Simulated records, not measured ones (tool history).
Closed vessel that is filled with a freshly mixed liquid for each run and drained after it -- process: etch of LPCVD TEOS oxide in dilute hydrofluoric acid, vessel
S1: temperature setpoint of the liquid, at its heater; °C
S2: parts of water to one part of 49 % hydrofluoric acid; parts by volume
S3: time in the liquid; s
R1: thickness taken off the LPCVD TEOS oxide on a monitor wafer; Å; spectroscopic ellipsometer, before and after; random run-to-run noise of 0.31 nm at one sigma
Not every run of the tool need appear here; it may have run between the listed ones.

{"run": 1, "hour": 0.0, "S1": 21, "S2": 160, "S3": 230, "R1": 344.48}
{"run": 2, "hour": 2.4, "S1": 18, "S2": 160, "S3": 230, "R1": 301.13}
{"run": 3, "hour": 10.1, "S1": 20.5, "S2": 160, "S3": 230, "R1": 337.66}
{"run": 4, "hour": 13.6, "S1": 22.5, "S2": 155, "S3": 230, "R1": 378.77}
{"run": 5, "hour": 17.3, "S1": 24, "S2": 150, "S3": 230, "R1": 419.53}
{"run": 6, "hour": 24.3, "S1": 25, "S2": 150, "S3": 230, "R1": 433.31}
{"run": 7, "hour": 32.1, "S1": 26, "S2": 145, "S3": 230, "R1": 466.25}
{"run": 8, "hour": 33.6, "S1": 26.5, "S2": 145, "S3": 230, "R1": 475.2}

Run 9 has not been measured yet. What should we expect?
{"run": 9, "hour": 35.9, "S1": 27, "S2": 145, "S3": 230, "R1": "?"}

R1: 489.73 Å
